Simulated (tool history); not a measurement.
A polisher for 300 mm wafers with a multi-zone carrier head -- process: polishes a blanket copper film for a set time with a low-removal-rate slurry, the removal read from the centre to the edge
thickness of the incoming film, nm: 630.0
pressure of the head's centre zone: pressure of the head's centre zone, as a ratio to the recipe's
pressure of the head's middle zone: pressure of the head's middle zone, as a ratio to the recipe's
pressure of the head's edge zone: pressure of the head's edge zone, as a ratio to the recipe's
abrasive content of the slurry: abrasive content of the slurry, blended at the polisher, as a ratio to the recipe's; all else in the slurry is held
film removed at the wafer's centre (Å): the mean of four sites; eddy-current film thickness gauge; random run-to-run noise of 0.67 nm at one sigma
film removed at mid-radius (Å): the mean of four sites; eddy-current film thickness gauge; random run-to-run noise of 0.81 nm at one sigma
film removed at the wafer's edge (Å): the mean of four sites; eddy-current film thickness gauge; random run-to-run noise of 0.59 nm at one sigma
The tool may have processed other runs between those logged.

| run | hour | flow of slurry (ml/min) | pressure of the head's centre zone | pressure of the head's middle zone | pressure of the head's edge zone | abrasive content of the slurry | polishing time (s) | film removed at the wafer's centre (Å) | film removed at mid-radius (Å) | film removed at the wafer's edge (Å) |
|---|---|---|---|---|---|---|---|---|---|---|
| 1 | 0 | 180 | 1 | 1 | 1 | 1 | 65 | 1046.5 | 1077.9 | 1031.9 |
| 2 | 7.2 | 175 | 1.03 | 0.95 | 0.97 | 0.85 | 57 | 906.08 | 824.51 | 831.11 |
| 3 | 12.8 | 175 | 1.03 | 0.95 | 0.97 | 0.85 | 64 | 999.15 | 938.38 | 941.84 |
| 4 | 14.7 | 175 | 1.03 | 0.95 | 0.97 | 0.85 | 79 | 1245.5 | 1129 | 1159 |
| 5 | 17.3 | 175 | 1.03 | 0.95 | 0.97 | 0.85 | 69 | 1079.6 | 995.93 | 1016.3 |
| 6 | 18.8 | 175 | 1.03 | 0.95 | 0.97 | 0.85 | 78 | 1227.3 | 1106.8 | 1136.6 |
| 7 | 25.4 | 170 | 1.04 | 0.93 | 0.93 | 0.75 | 69 | 1050.7 | 932.61 | 946.68 |
| 8 | 32.8 | 160 | 1.08 | 0.83 | 0.85 | 0.5 | 51 | 675.59 | 525.25 | 562.14 |
| 9 | 33.8 | 170 | 1.08 | 0.84 | 0.86 | 0.5 | 51 | 672.18 | 548.07 | 562.34 |

Run 10, settings as shown, results not yet in. Your forecast:
| 10 | 37 | 170 | 1.08 | 0.84 | 0.88 | 0.5 | 51 | ? | ? | ? |

Run 10 yielded film removed at the wafer's centre (Å) 661.43, film removed at mid-radius (Å) 537.58, film removed at the wafer's edge (Å) 572.04.
